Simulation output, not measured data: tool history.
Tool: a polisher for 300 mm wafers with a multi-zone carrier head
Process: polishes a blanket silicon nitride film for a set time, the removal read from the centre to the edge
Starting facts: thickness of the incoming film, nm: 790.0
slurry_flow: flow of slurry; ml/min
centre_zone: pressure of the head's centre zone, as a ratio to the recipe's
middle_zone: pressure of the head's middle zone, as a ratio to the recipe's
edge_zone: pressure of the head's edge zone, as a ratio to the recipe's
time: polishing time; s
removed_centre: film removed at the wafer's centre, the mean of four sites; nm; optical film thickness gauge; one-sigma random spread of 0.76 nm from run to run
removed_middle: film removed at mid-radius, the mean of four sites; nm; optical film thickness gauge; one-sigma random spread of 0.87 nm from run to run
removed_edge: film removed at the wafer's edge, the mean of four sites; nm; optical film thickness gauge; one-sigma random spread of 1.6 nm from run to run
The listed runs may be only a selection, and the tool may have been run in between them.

Run 1, hour 0: slurry_flow 225 ml/min, centre_zone 1, middle_zone 1, edge_zone 1, time 80 s. Result: removed_centre 192.91 nm, removed_middle 190.82 nm, removed_edge 189.57 nm.
Run 2, hour 0.7: slurry_flow 210 ml/min, centre_zone 0.97, middle_zone 0.95, edge_zone 1.01, time 71 s. Result: removed_centre 162.48 nm, removed_middle 161.43 nm, removed_edge 171.09 nm.
Run 3, hour 3.7: slurry_flow 210 ml/min, centre_zone 0.93, middle_zone 0.95, edge_zone 1.01, time 71 s. Result: removed_centre 159.49 nm, removed_middle 162.11 nm, removed_edge 170.3 nm.
Run 4, hour 7.2: slurry_flow 195 ml/min, centre_zone 0.92, middle_zone 0.91, edge_zone 1.01, time 64 s. Result: removed_centre 138.91 nm, removed_middle 138.68 nm, removed_edge 153.78 nm.
Run 5, hour 16.2: slurry_flow 230 ml/min, centre_zone 0.92, middle_zone 0.91, edge_zone 1.01, time 64 s. Result: removed_centre 142.13 nm, removed_middle 141.58 nm, removed_edge 155.51 nm.
Run 6, hour 19.5: slurry_flow 230 ml/min, centre_zone 0.92, middle_zone 0.91, edge_zone 1.01, time 75 s. Result: removed_centre 166.4 nm, removed_middle 165.26 nm, removed_edge 179.63 nm.
Run 7, hour 24.1: slurry_flow 215 ml/min, centre_zone 0.91, middle_zone 0.88, edge_zone 1, time 68 s. Result: removed_centre 147.51 nm, removed_middle 145.6 nm, removed_edge 163.31 nm.

Run 8 is up next; what results do you expect?
Run 8, hour 30.2: slurry_flow 205 ml/min, centre_zone 0.91, middle_zone 0.86, edge_zone 0.99, time 63 s. Result: removed_centre ?, removed_middle ?, removed_edge ?.

removed_centre: 136.89 nm
removed_middle: 130.75 nm
removed_edge: 147.16 nm
